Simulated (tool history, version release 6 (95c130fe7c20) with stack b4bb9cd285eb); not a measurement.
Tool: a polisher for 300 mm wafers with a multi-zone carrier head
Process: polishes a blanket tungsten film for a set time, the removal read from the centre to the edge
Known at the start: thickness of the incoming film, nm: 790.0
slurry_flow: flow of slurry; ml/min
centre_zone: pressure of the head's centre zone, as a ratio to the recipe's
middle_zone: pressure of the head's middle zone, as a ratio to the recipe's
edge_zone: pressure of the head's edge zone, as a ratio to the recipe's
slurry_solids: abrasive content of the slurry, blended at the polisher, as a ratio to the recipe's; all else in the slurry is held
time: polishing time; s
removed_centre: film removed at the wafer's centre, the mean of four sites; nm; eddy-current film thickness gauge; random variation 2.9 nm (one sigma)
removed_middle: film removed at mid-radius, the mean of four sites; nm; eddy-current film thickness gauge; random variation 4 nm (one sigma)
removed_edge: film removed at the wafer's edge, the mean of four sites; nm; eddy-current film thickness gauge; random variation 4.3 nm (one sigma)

run  hour  slurry_flow  centre_zone  middle_zone  edge_zone  slurry_solids  time  removed_centre  removed_middle  removed_edge
  1     0          265            1            1          1              1    64          245.05          255.01        243.01
  2   8.6          270         1.01         1.04       1.04           1.15    65          265.25          275.88        258.53
  3  16.6          275            1         1.07       1.07           1.25    66          269.51          295.87        270.04
  4  22.3          280            1         1.08       1.09            1.3    66          271.24          300.67        271.66
  5  30.5          330            1         1.08       1.09            1.3    66          276.77          307.32        279.61
  6  34.1          330         0.94         1.08       1.09            1.3    66          264.77          307.18        282.67
  7  38.9          335         0.96         1.08       1.09           1.35    66          273.93          303.13        278.18

The next listed run, before its measurement:
  8  43.3          335         0.97         1.09       1.11           1.35    67               ?               ?             ?

removed_centre: 272.18 nm
removed_middle: 308.94 nm
removed_edge: 288.79 nm
